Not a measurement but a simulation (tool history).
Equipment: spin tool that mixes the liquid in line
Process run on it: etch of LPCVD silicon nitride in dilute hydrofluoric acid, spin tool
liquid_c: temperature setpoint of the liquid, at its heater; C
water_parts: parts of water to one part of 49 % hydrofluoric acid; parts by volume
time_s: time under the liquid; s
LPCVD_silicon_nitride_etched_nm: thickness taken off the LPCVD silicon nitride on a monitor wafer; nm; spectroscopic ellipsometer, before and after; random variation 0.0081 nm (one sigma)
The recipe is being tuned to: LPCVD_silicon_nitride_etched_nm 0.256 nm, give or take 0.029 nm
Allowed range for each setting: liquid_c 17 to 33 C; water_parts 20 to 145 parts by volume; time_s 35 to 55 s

run,hour,liquid_c,water_parts,time_s,LPCVD_silicon_nitride_etched_nm
1,0,25,80,55,0.40779
2,1.4,24.5,80,55,0.35561
3,3.4,24.5,50,55,0.59468
4,10.4,24.5,30,55,0.94005
5,14.4,21,30,55,0.76638
6,16.6,21,35,55,0.66713
7,20.2,21,40,55,0.57875
8,22,20.5,45,55,0.49809
9,25.8,20,45,55,0.47005
10,32.1,18.5,55,50,0.33292

Exactly one of the 5 candidate moves below puts every result within its allowed miss. Which one?
A,38.4,18,45,50,?
B,38.4,20,55,55,?
C,38.4,21,50,50,?
D,38.4,19.5,50,35,?
E,38.4,19,55,55,?

move,LPCVD_silicon_nitride_etched_nm
A,0.37381
B,0.38926
C,0.41609
D,0.26248
E,0.36309
A: its largest miss is bigger than the last run's
B: its largest miss is bigger than the last run's
C: its largest miss is bigger than the last run's
D: hits every target within its allowed miss
E: its largest miss is bigger than the last run's
Correct choice: D, which meets every target
